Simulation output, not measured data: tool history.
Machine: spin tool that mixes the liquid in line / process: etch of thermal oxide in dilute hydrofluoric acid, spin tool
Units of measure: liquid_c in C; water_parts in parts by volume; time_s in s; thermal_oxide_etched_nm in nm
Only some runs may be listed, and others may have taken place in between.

run    day  liquid_c  water_parts  time_s  thermal_oxide_etched_nm
  1      0        25          220     300                   5.0588
  2  0.038      23.5          225     300                    4.668
  3  0.258      23.5          225     320                   5.0068
  4  0.546        22          230     320                   4.5782
  5  0.704        22          195     320                   5.6353
  6  0.892        21          210     320                   4.9332
  7    1.2        20          220     320                   4.4529

Estimate the outcome of run 8 from the log above:
  8  1.446      19.5          225     320                        ?

thermal_oxide_etched_nm: 4.2879 nm
